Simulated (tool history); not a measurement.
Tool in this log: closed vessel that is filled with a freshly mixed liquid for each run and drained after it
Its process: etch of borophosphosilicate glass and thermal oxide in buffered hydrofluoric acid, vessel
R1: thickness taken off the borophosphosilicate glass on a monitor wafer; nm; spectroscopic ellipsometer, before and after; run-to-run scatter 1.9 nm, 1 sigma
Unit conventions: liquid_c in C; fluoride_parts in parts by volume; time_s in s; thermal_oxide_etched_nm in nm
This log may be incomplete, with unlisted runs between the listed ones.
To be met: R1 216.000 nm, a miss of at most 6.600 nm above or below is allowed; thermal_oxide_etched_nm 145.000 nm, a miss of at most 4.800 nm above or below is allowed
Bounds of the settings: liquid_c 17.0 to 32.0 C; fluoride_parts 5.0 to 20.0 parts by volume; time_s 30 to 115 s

Run 1, day 0.000: liquid_c 24.0 C, fluoride_parts 12.0 parts by volume, time_s 60 s. Result: R1 90.409 nm, thermal_oxide_etched_nm 60.182 nm.
Run 2, day 0.083: liquid_c 25.5 C, fluoride_parts 11.0 parts by volume, time_s 60 s. Result: R1 106.990 nm, thermal_oxide_etched_nm 72.473 nm.
Run 3, day 0.350: liquid_c 26.5 C, fluoride_parts 10.0 parts by volume, time_s 60 s. Result: R1 123.260 nm, thermal_oxide_etched_nm 82.103 nm.
Run 4, day 0.383: liquid_c 27.5 C, fluoride_parts 9.5 parts by volume, time_s 60 s. Result: R1 134.580 nm, thermal_oxide_etched_nm 89.801 nm.
Run 5, day 0.562: liquid_c 27.5 C, fluoride_parts 11.5 parts by volume, time_s 60 s. Result: R1 112.920 nm, thermal_oxide_etched_nm 74.800 nm.
Run 6, day 0.775: liquid_c 25.0 C, fluoride_parts 11.5 parts by volume, time_s 60 s. Result: R1 99.955 nm, thermal_oxide_etched_nm 66.318 nm.
Run 7, day 0.821: liquid_c 29.0 C, fluoride_parts 7.5 parts by volume, time_s 60 s. Result: R1 186.070 nm, thermal_oxide_etched_nm 123.780 nm.
Run 8, day 1.004: liquid_c 29.5 C, fluoride_parts 7.5 parts by volume, time_s 60 s. Result: R1 188.240 nm, thermal_oxide_etched_nm 128.970 nm.
Run 9, day 1.179: liquid_c 30.0 C, fluoride_parts 7.5 parts by volume, time_s 60 s. Result: R1 192.040 nm, thermal_oxide_etched_nm 128.870 nm.
Run 10, day 1.462: liquid_c 30.0 C, fluoride_parts 7.5 parts by volume, time_s 60 s. Result: R1 194.670 nm, thermal_oxide_etched_nm 129.200 nm.

Pick the move, out of 4, that brings all results within their allowed miss; only one does.
Run A, day 1.746: liquid_c 32.0 C, fluoride_parts 5.0 parts by volume, time_s 45 s. Result: R1 ?, thermal_oxide_etched_nm ?.
Run B, day 1.746: liquid_c 32.0 C, fluoride_parts 7.5 parts by volume, time_s 65 s. Result: R1 ?, thermal_oxide_etched_nm ?.
Run C, day 1.746: liquid_c 32.0 C, fluoride_parts 8.0 parts by volume, time_s 70 s. Result: R1 ?, thermal_oxide_etched_nm ?.
Run D, day 1.746: liquid_c 30.5 C, fluoride_parts 5.0 parts by volume, time_s 45 s. Result: R1 ?, thermal_oxide_etched_nm ?.

move       R1  thermal_oxide_etched_nm
   A  233.780                  153.980
   B  233.600                  154.960
   C  234.480                  155.650
   D  216.520                  142.460
A: moves the result that the last run missed by most past its target, out the other side
B: moves the result that the last run missed by most past its target, out the other side
C: moves the result that the last run missed by most past its target, out the other side
D: every result lands within tolerance
D meets every target.
